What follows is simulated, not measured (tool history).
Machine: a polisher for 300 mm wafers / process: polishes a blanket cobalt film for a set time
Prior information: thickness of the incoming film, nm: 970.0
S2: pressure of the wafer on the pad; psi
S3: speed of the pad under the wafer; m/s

run 1 day=0.000 | flow_of_slurry_(ml/min)=205 S2=2.2 S3=1.04 polishing_time_(s)=79 | film_removed_(Å)=4369.0
run 2 day=0.175 | flow_of_slurry_(ml/min)=200 S2=2.1 S3=1.04 polishing_time_(s)=79 | film_removed_(Å)=4271.7
run 3 day=0.504 | flow_of_slurry_(ml/min)=200 S2=2.1 S3=1.26 polishing_time_(s)=79 | film_removed_(Å)=5080.9
run 4 day=0.604 | flow_of_slurry_(ml/min)=230 S2=2.1 S3=1.26 polishing_time_(s)=79 | film_removed_(Å)=5188.5
run 5 day=0.883 | flow_of_slurry_(ml/min)=225 S2=1.9 S3=1.26 polishing_time_(s)=79 | film_removed_(Å)=4884.1
run 6 day=1.071 | flow_of_slurry_(ml/min)=215 S2=1.7 S3=1.26 polishing_time_(s)=79 | film_removed_(Å)=4371.6
run 7 day=1.138 | flow_of_slurry_(ml/min)=205 S2=1.6 S3=1.26 polishing_time_(s)=79 | film_removed_(Å)=4217.0

Run 8, settings as shown, results not yet in. Your forecast:
run 8 day=1.179 | flow_of_slurry_(ml/min)=200 S2=1.6 S3=1.26 polishing_time_(s)=79 | film_removed_(Å)=?

{"run 8": {"film removed (Å)": 4175.0}}

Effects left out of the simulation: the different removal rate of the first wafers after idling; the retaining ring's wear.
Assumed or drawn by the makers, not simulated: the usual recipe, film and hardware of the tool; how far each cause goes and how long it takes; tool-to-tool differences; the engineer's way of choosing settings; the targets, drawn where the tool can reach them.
